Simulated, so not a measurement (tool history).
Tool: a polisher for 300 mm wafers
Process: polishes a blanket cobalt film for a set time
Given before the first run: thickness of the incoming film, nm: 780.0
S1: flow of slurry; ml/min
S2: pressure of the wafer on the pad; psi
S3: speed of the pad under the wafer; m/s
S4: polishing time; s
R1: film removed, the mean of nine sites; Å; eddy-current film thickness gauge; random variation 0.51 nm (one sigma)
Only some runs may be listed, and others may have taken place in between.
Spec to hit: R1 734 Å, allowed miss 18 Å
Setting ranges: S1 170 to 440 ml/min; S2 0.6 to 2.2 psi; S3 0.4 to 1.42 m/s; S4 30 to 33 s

run 1 hour=0 | S1=280 S2=1.4 S3=0.9 S4=33 | R1=978.5
run 2 hour=8 | S1=275 S2=1.3 S3=0.9 S4=33 | R1=889.29
run 3 hour=13.4 | S1=275 S2=1 S3=0.9 S4=33 | R1=696.21
run 4 hour=14.1 | S1=280 S2=1 S3=0.9 S4=33 | R1=702.5
run 5 hour=16.8 | S1=280 S2=1.2 S3=0.9 S4=33 | R1=827.07
run 6 hour=22.5 | S1=245 S2=1.2 S3=0.9 S4=33 | R1=816.5
run 7 hour=29.1 | S1=235 S2=1 S3=0.9 S4=33 | R1=679.35
run 8 hour=37.9 | S1=250 S2=1 S3=0.9 S4=33 | R1=692.71
run 9 hour=38.8 | S1=305 S2=1 S3=0.9 S4=33 | R1=706.64
run 10 hour=42.3 | S1=310 S2=1 S3=0.9 S4=33 | R1=714.4
run 11 hour=47.9 | S1=315 S2=1 S3=0.9 S4=33 | R1=703.11
run 12 hour=50.9 | S1=315 S2=1.1 S3=0.9 S4=33 | R1=777.56
run 13 hour=56.1 | S1=315 S2=1.1 S3=0.9 S4=33 | R1=784.32
run 14 hour=57.4 | S1=300 S2=1.1 S3=0.9 S4=33 | R1=780.75
run 15 hour=58.6 | S1=285 S2=1.1 S3=0.9 S4=33 | R1=761.41
run 16 hour=63.8 | S1=250 S2=1.1 S3=0.9 S4=33 | R1=758.61
run 17 hour=68.7 | S1=250 S2=1 S3=0.9 S4=33 | R1=692.68
run 18 hour=76 | S1=250 S2=1 S3=0.9 S4=33 | R1=691.62
run 19 hour=84.6 | S1=270 S2=1.1 S3=0.9 S4=33 | R1=769.51

Which of these 4 next moves meets every target?
run A hour=93.2 | S1=335 S2=1 S3=1.06 S4=32 | R1=?
run B hour=93.2 | S1=285 S2=1.1 S3=0.88 S4=32 | R1=?
run C hour=93.2 | S1=245 S2=1 S3=1.08 S4=33 | R1=?
run D hour=93.2 | S1=270 S2=1.2 S3=0.82 S4=33 | R1=?

move=A R1=767.76
move=B R1=732.53
move=C R1=776.37
move=D R1=781.06
A: roughly where the last run was
B: meets every target
C: further off than the last run
D: further off than the last run
The move that meets every target is B.
